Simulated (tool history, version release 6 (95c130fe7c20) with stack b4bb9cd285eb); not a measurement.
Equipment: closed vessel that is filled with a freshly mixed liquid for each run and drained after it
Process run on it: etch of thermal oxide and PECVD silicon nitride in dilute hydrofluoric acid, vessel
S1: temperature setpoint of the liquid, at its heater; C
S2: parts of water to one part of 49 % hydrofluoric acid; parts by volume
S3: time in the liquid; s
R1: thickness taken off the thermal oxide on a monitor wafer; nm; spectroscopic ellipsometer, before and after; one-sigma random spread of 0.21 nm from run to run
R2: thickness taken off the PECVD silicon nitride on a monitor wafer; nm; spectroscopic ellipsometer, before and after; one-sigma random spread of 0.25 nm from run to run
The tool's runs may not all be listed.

run,day,S1,S2,S3,R1,R2
1,0.000,23.0,250,1800,29.403,42.058
2,0.029,23.0,250,2515,41.281,58.315
3,0.329,23.5,300,2620,34.421,52.095
4,0.512,23.5,335,2705,30.906,48.071
# day 0.558: thermometer replaced
5,0.558,23.5,375,2705,25.735,40.462
6,0.854,23.5,375,2010,19.114,30.120

Run 7 has not been measured yet. What should we expect?
7,0.883,24.5,370,1995,?,?

Logged for run 7: R1 19.905 nm, R2 32.565 nm.

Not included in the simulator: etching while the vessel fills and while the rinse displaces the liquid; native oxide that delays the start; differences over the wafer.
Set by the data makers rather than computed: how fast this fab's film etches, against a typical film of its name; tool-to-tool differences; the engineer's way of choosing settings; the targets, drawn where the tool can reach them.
